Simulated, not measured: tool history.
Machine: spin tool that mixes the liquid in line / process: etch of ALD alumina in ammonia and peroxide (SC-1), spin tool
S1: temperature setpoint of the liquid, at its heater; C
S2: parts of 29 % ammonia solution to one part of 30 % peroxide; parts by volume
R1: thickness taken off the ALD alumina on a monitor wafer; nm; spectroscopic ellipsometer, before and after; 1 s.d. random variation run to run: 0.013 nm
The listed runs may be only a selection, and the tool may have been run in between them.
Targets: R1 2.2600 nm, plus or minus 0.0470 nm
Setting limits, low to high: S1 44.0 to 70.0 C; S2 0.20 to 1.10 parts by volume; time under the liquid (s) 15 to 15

{"run": 1, "hour": 0.0, "S1": 60.0, "S2": 0.6, "time under the liquid (s)": 15, "R1": 1.6041}
{"run": 2, "hour": 3.3, "S1": 60.0, "S2": 0.6, "time under the liquid (s)": 15, "R1": 1.6026}
{"run": 3, "hour": 4.0, "S1": 62.0, "S2": 0.6, "time under the liquid (s)": 15, "R1": 1.7743}
{"run": 4, "hour": 11.5, "S1": 63.5, "S2": 0.6, "time under the liquid (s)": 15, "R1": 1.8927}
{"run": 5, "hour": 13.8, "S1": 59.0, "S2": 0.6, "time under the liquid (s)": 15, "R1": 1.5282}
{"run": 6, "hour": 14.9, "S1": 59.0, "S2": 0.45, "time under the liquid (s)": 15, "R1": 1.4767}
{"run": 7, "hour": 15.7, "S1": 62.0, "S2": 0.45, "time under the liquid (s)": 15, "R1": 1.7178}
{"run": 8, "hour": 16.4, "S1": 64.0, "S2": 0.45, "time under the liquid (s)": 15, "R1": 1.9318}

Which of these 4 next moves meets every target?
{"run": "A", "hour": 17.1, "S1": 66.5, "S2": 0.5, "time under the liquid (s)": 15, "R1": "?"}
{"run": "B", "hour": 17.1, "S1": 66.0, "S2": 0.5, "time under the liquid (s)": 15, "R1": "?"}
{"run": "C", "hour": 17.1, "S1": 66.5, "S2": 0.7, "time under the liquid (s)": 15, "R1": "?"}
{"run": "D", "hour": 17.1, "S1": 66.0, "S2": 0.45, "time under the liquid (s)": 15, "R1": "?"}

move=A R1=2.1665
move=B R1=2.1139
move=C R1=2.2364
move=D R1=2.0930
A: closer than the last run, but not yet in spec
B: closer than the last run, but not yet in spec
C: every result lands within tolerance
D: closer than the last run, but not yet in spec
So the answer is move C, the one that meets all the targets.

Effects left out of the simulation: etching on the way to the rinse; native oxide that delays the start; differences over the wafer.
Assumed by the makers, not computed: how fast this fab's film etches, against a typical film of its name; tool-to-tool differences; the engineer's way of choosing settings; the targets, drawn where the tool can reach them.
